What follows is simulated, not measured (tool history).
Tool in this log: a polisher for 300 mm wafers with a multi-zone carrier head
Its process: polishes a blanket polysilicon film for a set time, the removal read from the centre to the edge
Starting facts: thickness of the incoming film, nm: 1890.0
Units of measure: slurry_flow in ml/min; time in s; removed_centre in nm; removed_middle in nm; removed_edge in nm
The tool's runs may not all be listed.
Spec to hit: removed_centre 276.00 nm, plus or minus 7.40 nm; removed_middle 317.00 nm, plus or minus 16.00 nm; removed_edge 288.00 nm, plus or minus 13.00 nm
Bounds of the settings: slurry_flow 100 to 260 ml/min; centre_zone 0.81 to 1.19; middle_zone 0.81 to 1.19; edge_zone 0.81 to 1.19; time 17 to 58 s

run,hour,slurry_flow,centre_zone,middle_zone,edge_zone,time,removed_centre,removed_middle,removed_edge
1,0.0,165,1.00,1.00,1.00,37,403.72,396.51,414.74
2,3.5,165,1.00,1.06,1.00,37,405.13,403.85,401.05
3,7.6,155,0.98,1.07,0.98,35,369.19,393.09,388.03
4,9.6,195,0.98,1.07,0.98,35,385.31,407.71,391.53
5,13.2,195,0.98,1.07,0.98,31,341.54,368.29,349.21
6,19.6,195,0.98,1.11,0.98,31,339.30,370.29,346.39
7,24.0,185,0.98,1.12,0.97,30,320.78,363.40,330.16
8,25.9,175,0.98,1.12,0.96,29,313.18,346.80,315.74
9,32.0,130,0.90,1.11,0.90,28,257.75,307.80,277.81
10,36.9,135,0.91,1.11,0.90,28,261.16,311.28,281.13
11,44.0,140,0.92,1.11,0.90,28,267.14,320.03,280.02

5 candidate next runs follow, results not yet known. Just one meets every target within its allowed miss. Identify it.
A,51.1,145,0.90,1.04,0.82,29,?,?,?
B,51.1,100,0.86,1.09,0.91,32,?,?,?
C,51.1,165,0.89,1.08,0.86,27,?,?,?
D,51.1,150,0.93,1.11,0.82,27,?,?,?
E,51.1,140,0.94,1.17,0.82,27,?,?,?

move,removed_centre,removed_middle,removed_edge
A,275.02,308.05,284.41
B,258.09,319.68,306.42
C,260.87,304.02,275.44
D,266.98,305.36,265.92
E,265.42,314.73,262.87
A: meets every target
B: the biggest miss grows against the last run
C: the biggest miss grows against the last run
D: the biggest miss grows against the last run
E: the biggest miss grows against the last run
So the answer is move A, the one that meets all the targets.
